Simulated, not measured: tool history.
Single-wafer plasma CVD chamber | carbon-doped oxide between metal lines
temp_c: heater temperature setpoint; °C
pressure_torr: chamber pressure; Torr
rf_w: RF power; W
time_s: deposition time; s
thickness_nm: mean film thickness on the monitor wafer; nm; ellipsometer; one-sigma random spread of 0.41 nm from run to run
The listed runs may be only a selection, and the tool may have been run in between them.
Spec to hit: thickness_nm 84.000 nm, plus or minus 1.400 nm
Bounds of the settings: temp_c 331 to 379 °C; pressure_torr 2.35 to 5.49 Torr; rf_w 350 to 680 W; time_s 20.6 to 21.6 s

| run | hour | temp_c | pressure_torr | rf_w | time_s | thickness_nm |
|---|---|---|---|---|---|---|
| 1 | 0.0 | 355 | 3.92 | 515 | 21.6 | 102.220 |
| 2 | 5.4 | 348 | 3.92 | 515 | 21.6 | 103.720 |
| 3 | 6.1 | 353 | 3.92 | 515 | 21.6 | 102.310 |
| 4 | 13.2 | 353 | 3.92 | 515 | 20.6 | 98.391 |
| 5 | 14.3 | 353 | 3.92 | 585 | 20.6 | 106.530 |
| 6 | 17.2 | 355 | 3.75 | 565 | 20.6 | 103.650 |
| 7 | 20.6 | 367 | 3.00 | 480 | 20.6 | 86.881 |
| 8 | 24.3 | 368 | 2.96 | 480 | 20.6 | 86.754 |
| 9 | 28.1 | 369 | 2.92 | 480 | 20.6 | 86.542 |
| 10 | 34.4 | 370 | 2.88 | 480 | 20.6 | 85.997 |
| 11 | 39.3 | 371 | 2.85 | 480 | 20.6 | 85.927 |

Exactly one of the 5 candidate moves below puts every result within its allowed miss. Which one?
| A | 44.2 | 375 | 2.89 | 515 | 20.9 | ? |
| B | 44.2 | 370 | 2.35 | 475 | 20.6 | ? |
| C | 44.2 | 367 | 2.95 | 495 | 20.6 | ? |
| D | 44.2 | 375 | 2.58 | 465 | 21.6 | ? |
| E | 44.2 | 369 | 3.04 | 465 | 21.2 | ? |

| move | thickness_nm |
|---|---|
| A | 90.888 |
| B | 84.426 |
| C | 88.872 |
| D | 86.665 |
| E | 87.235 |
A: moves away from the targets compared with the last run
B: every result lands within tolerance
C: moves away from the targets compared with the last run
D: moves away from the targets compared with the last run
E: moves away from the targets compared with the last run
So the answer is move B, the one that meets all the targets.

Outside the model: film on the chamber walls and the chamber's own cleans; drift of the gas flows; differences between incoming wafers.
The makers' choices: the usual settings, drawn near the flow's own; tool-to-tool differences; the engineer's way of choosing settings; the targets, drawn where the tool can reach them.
